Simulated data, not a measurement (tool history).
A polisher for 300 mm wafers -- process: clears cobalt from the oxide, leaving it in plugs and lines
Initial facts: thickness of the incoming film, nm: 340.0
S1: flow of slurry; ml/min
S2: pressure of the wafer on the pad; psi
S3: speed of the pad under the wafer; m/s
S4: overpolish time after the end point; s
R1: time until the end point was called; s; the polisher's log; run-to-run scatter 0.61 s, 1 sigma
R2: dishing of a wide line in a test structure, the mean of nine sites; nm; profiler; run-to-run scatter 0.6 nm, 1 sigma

| run | day | S1 | S2 | S3 | S4 | R1 | R2 |
|---|---|---|---|---|---|---|---|
| 1 | 0.000 | 125 | 2.0 | 1.28 | 24 | 44.293 | 57.528 |
| 2 | 0.371 | 105 | 2.0 | 1.28 | 24 | 46.196 | 57.784 |
| 3 | 0.575 | 130 | 2.0 | 1.28 | 24 | 44.228 | 58.406 |
| 4 | 0.671 | 155 | 2.0 | 1.28 | 24 | 43.259 | 57.908 |
| 5 | 0.875 | 150 | 1.7 | 1.28 | 25 | 50.635 | 57.352 |
| 6 | 0.971 | 150 | 1.9 | 1.28 | 25 | 45.172 | 57.042 |
| 7 | 1.046 | 115 | 1.3 | 1.26 | 24 | 70.090 | 51.654 |

For run 8, what comes out?
| 8 | 1.375 | 110 | 1.3 | 1.26 | 26 | ? | ? |

{"run 8": {"R1": 69.95, "R2": 51.93}}
